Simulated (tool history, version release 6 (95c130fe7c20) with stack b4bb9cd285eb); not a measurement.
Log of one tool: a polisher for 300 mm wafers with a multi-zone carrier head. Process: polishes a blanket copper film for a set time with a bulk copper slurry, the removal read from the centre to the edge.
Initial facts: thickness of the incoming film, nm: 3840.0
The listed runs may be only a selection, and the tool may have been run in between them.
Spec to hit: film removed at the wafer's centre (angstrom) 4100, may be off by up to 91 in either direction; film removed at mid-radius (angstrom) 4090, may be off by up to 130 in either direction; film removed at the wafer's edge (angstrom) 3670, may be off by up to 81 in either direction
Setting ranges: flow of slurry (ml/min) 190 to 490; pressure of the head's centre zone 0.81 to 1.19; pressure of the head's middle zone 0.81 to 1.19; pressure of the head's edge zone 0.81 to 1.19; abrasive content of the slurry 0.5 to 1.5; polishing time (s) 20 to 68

run,hour,flow of slurry (ml/min),pressure of the head's centre zone,pressure of the head's middle zone,pressure of the head's edge zone,abrasive content of the slurry,polishing time (s),film removed at the wafer's centre (angstrom),film removed at mid-radius (angstrom),film removed at the wafer's edge (angstrom)
1,0,315,1,1,1,1,44,4916.6,4870.9,4766.3
2,1.4,315,1,1,1,0.95,44,4929.3,4760.9,4781.5
3,7.6,315,1,1,1,0.95,49,5381.8,5223,5298.7
4,16.2,320,1,1.01,0.98,0.9,48,5265.7,5152.1,5147.2
5,22.4,325,1,1.02,0.96,0.85,46,4996.4,5001.4,4853.7
6,30.4,325,1,1.02,0.93,0.85,46,4989.8,4915.8,4804.3
7,36.5,325,1.01,1.03,0.92,0.8,45,4853.4,4802.6,4642.3
8,38.1,325,1.02,1.04,0.91,0.75,44,4728.8,4687.1,4397.6
9,46.4,325,1.02,1.04,0.91,0.75,44,4817.8,4616.4,4404
10,52.4,300,0.99,1.06,0.81,0.5,40,3863.8,3995.1,3533.5
11,55.2,310,0.99,1.06,0.81,0.5,40,3961.7,3994.7,3577.2
12,56.2,315,0.99,1.06,0.81,0.5,40,3909,4025.4,3601.7
13,64.3,315,0.99,1.06,0.81,0.5,40,3932.3,4031.3,3638.5
14,72.6,320,0.99,1.06,0.81,0.5,40,3909.9,3953.5,3602.3

Which one of the following 5 next-run settings gets every result inside its allowed miss? There is exactly one.
A,80.9,300,0.96,1.07,0.82,0.5,41,?,?,?
B,80.9,190,1.01,1.13,0.99,0.65,40,?,?,?
C,80.9,305,1.01,1.08,0.81,0.5,41,?,?,?
D,80.9,315,1.09,1.07,0.81,0.55,38,?,?,?
E,80.9,330,0.98,1.07,0.83,0.5,40,?,?,?

move,film removed at the wafer's centre (angstrom),film removed at mid-radius (angstrom),film removed at the wafer's edge (angstrom)
A,3885.9,4100.3,3715.8
B,3873.8,4049.8,3863.3
C,4098.1,4131.2,3704.5
D,4181,3877.2,3496.7
E,3912.6,4039.2,3668.2
A: its largest miss is bigger than the last run's
B: its largest miss is bigger than the last run's
C: meets every target
D: the furthest-off result lands on target, but another misses its tolerance
E: just as far off the targets as the last run
Move C is the one to make.
